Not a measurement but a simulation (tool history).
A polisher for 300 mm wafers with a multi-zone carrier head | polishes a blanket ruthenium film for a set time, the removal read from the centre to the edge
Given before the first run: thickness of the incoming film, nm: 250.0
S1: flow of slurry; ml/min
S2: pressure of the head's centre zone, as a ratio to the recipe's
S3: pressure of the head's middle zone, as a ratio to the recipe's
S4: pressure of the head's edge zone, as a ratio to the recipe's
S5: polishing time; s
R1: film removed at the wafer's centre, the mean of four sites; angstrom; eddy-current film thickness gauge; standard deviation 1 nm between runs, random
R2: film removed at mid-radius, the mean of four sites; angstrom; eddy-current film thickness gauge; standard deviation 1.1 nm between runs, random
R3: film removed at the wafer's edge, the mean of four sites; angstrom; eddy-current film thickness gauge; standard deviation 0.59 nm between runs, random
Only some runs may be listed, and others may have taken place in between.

{"run": 1, "hour": 0.0, "S1": 140, "S2": 1, "S3": 1, "S4": 1, "S5": 53, "R1": 747.96, "R2": 721.94, "R3": 722.53}
{"run": 2, "hour": 1.1, "S1": 140, "S2": 1, "S3": 1, "S4": 1, "S5": 47, "R1": 658.71, "R2": 645.28, "R3": 644.92}
{"run": 3, "hour": 5.8, "S1": 150, "S2": 0.99, "S3": 1.04, "S4": 1.01, "S5": 50, "R1": 719.76, "R2": 722.39, "R3": 691.53}
{"run": 4, "hour": 10.1, "S1": 150, "S2": 0.99, "S3": 1, "S4": 1.01, "S5": 50, "R1": 719, "R2": 689.17, "R3": 697.61}
{"run": 5, "hour": 17.7, "S1": 165, "S2": 0.99, "S3": 1, "S4": 1.01, "S5": 50, "R1": 711.64, "R2": 721.64, "R3": 704.21}
{"run": 6, "hour": 24.0, "S1": 165, "S2": 0.99, "S3": 0.97, "S4": 1.01, "S5": 50, "R1": 711.8, "R2": 697.53, "R3": 700.89}
{"run": 7, "hour": 29.9, "S1": 175, "S2": 0.98, "S3": 1.01, "S4": 1.02, "S5": 52, "R1": 747.22, "R2": 750.77, "R3": 743.4}
{"run": 8, "hour": 35.2, "S1": 185, "S2": 0.96, "S3": 1.04, "S4": 1.01, "S5": 55, "R1": 790.4, "R2": 826.52, "R3": 787.16}
{"run": 9, "hour": 40.9, "S1": 185, "S2": 0.96, "S3": 1.04, "S4": 1.01, "S5": 55, "R1": 778.72, "R2": 834.95, "R3": 783.6}
{"run": 10, "hour": 48.6, "S1": 185, "S2": 0.96, "S3": 1.04, "S4": 1.01, "S5": 55, "R1": 781.65, "R2": 826.23, "R3": 785.82}
{"run": 11, "hour": 56.2, "S1": 190, "S2": 0.95, "S3": 1.07, "S4": 1.01, "S5": 57, "R1": 811.06, "R2": 878.72, "R3": 821.66}
{"run": 12, "hour": 64.3, "S1": 195, "S2": 0.94, "S3": 1.09, "S4": 1, "S5": 59, "R1": 836.42, "R2": 925.2, "R3": 832.73}

The next listed run, before its measurement:
{"run": 13, "hour": 72.2, "S1": 215, "S2": 0.92, "S3": 1.19, "S4": 1.08, "S5": 68, "R1": "?", "R2": "?", "R3": "?"}

R1: 958.54 angstrom
R2: 1179.9 angstrom
R3: 1019 angstrom
